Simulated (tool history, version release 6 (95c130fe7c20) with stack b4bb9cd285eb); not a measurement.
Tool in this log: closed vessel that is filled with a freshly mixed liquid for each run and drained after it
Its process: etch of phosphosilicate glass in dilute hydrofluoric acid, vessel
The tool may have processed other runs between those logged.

run,hour,temperature setpoint of the liquid (K),parts of water to one part of 49 % hydrofluoric acid (parts by volume),time in the liquid (s),thickness taken off the phosphosilicate glass on a monitor wafer (angstrom)
1,0,298.15,165,200,732.57
2,2.6,298.15,130,200,969.91
3,11.9,298.15,130,200,959
4,20.5,298.15,130,215,1036.1
5,25.4,298.15,155,215,840.13
6,27.1,298.15,155,200,788.51
7,31.1,296.15,160,200,693.73
8,39.8,294.65,160,200,662.09
9,47.7,293.65,160,200,636.18

Expected results for the next run?
10,49.4,290.15,165,200,?

thickness taken off the phosphosilicate glass on a monitor wafer (angstrom): 533.94

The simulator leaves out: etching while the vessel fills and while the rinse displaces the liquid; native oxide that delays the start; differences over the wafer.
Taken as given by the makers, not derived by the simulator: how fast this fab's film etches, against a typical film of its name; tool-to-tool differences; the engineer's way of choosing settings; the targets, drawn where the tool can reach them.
